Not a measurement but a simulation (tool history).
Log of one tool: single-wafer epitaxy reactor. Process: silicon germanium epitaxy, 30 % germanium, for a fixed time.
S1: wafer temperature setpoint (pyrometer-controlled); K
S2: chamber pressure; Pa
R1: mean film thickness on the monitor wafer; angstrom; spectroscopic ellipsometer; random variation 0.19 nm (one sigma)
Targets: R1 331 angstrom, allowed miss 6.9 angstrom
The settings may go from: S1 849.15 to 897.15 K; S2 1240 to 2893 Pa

{"run": 1, "hour": 0.0, "S1": 873.15, "S2": 2066, "R1": 509.24}
{"run": 2, "hour": 3.1, "S1": 865.15, "S2": 2053, "R1": 430.44}
{"run": 3, "hour": 11.7, "S1": 865.15, "S2": 2240, "R1": 448.75}
{"run": 4, "hour": 12.7, "S1": 874.15, "S2": 2240, "R1": 545.06}
{"run": 5, "hour": 17.3, "S1": 866.15, "S2": 2226, "R1": 460.05}
{"run": 6, "hour": 23.5, "S1": 860.15, "S2": 2213, "R1": 397.47}
{"run": 7, "hour": 30.3, "S1": 857.15, "S2": 2213, "R1": 375.87}
{"run": 8, "hour": 36.6, "S1": 855.15, "S2": 2213, "R1": 358.24}
{"run": 9, "hour": 45.0, "S1": 854.15, "S2": 2213, "R1": 355.85}
{"run": 10, "hour": 50.4, "S1": 853.15, "S2": 2213, "R1": 343.8}

Which of these 4 next moves meets every target?
{"run": "A", "hour": 55.8, "S1": 853.15, "S2": 1986, "R1": "?"}
{"run": "B", "hour": 55.8, "S1": 854.15, "S2": 2186, "R1": "?"}
{"run": "C", "hour": 55.8, "S1": 855.15, "S2": 2106, "R1": "?"}
{"run": "D", "hour": 55.8, "S1": 857.15, "S2": 2186, "R1": "?"}

move=A R1=329.06
move=B R1=350.22
move=C R1=352.4
move=D R1=373.9
A: meets every target
B: further off than the last run
C: further off than the last run
D: further off than the last run
The right move is A.

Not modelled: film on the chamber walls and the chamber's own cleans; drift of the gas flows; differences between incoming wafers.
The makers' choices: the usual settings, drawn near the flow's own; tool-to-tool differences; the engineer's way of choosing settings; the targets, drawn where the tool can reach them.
